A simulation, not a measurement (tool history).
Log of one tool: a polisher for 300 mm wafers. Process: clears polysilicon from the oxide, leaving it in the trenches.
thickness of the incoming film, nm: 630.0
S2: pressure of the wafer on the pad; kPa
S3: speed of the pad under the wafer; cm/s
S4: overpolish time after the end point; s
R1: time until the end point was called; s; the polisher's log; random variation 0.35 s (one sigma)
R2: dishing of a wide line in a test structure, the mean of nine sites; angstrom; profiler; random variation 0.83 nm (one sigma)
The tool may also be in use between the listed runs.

Run 1, day 0: flow of slurry (ml/min) 125, S2 23.4 kPa, S3 120 cm/s, S4 9 s. Result: R1 30.945 s, R2 495.32 angstrom.
Run 2, day 0.046: flow of slurry (ml/min) 125, S2 23.4 kPa, S3 120 cm/s, S4 12 s. Result: R1 30.502 s, R2 501.9 angstrom.
Run 3, day 0.417: flow of slurry (ml/min) 105, S2 23.4 kPa, S3 120 cm/s, S4 12 s. Result: R1 31.941 s, R2 511.02 angstrom.
Run 4, day 0.446: flow of slurry (ml/min) 105, S2 21.4 kPa, S3 120 cm/s, S4 12 s. Result: R1 35.541 s, R2 510.66 angstrom.
Run 5, day 0.496: flow of slurry (ml/min) 105, S2 17.9 kPa, S3 120 cm/s, S4 12 s. Result: R1 41.08 s, R2 504.4 angstrom.
Run 6, day 0.717: flow of slurry (ml/min) 130, S2 18.6 kPa, S3 118 cm/s, S4 10 s. Result: R1 38.339 s, R2 501.09 angstrom.
Run 7, day 0.912: flow of slurry (ml/min) 150, S2 20 kPa, S3 112 cm/s, S4 8 s. Result: R1 36.79 s, R2 464.73 angstrom.
Run 8, day 1.225: flow of slurry (ml/min) 150, S2 20 kPa, S3 112 cm/s, S4 8 s. Result: R1 37.156 s, R2 472.8 angstrom.
Run 9, day 1.296: flow of slurry (ml/min) 160, S2 22.1 kPa, S3 104 cm/s, S4 7 s. Result: R1 35.348 s, R2 472.97 angstrom.
Run 10, day 1.446: flow of slurry (ml/min) 170, S2 21.4 kPa, S3 110 cm/s, S4 6 s. Result: R1 34.294 s, R2 439.48 angstrom.

The next listed run, before its measurement:
Run 11, day 1.558: flow of slurry (ml/min) 175, S2 20.7 kPa, S3 116 cm/s, S4 5 s. Result: R1 ?, R2 ?.

{"run 11": {"R1": 33.27, "R2": 433.15}}

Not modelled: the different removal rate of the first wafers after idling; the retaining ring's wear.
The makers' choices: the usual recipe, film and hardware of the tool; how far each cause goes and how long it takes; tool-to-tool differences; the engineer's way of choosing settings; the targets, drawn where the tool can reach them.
